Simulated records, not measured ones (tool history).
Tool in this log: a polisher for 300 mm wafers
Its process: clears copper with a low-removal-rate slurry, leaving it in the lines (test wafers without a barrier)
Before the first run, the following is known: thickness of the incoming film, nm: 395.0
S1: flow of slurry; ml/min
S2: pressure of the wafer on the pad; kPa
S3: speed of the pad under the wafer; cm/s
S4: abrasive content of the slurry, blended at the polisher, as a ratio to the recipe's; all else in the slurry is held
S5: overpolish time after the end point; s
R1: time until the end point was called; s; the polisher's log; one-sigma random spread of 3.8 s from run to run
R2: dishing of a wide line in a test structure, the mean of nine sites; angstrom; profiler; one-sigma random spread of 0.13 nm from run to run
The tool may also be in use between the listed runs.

run	hour	S1	S2	S3	S4	S5	R1	R2
1	0.0	315	20.7	84	1.00	15	173.34	125.41
2	5.0	315	17.2	80	1.00	17	212.33	120.15
3	10.2	315	17.2	80	1.15	17	208.41	122.75
4	13.3	315	15.2	76	1.15	19	245.69	119.63
5	19.7	315	13.8	74	1.15	20	275.61	114.33
6	26.9	315	9.7	74	1.15	20	353.01	100.00

Run 7 comes next. What will it give?
7	27.8	315	9.7	74	1.15	21	?	?

R1: 355.19 s
R2: 102.51 angstrom
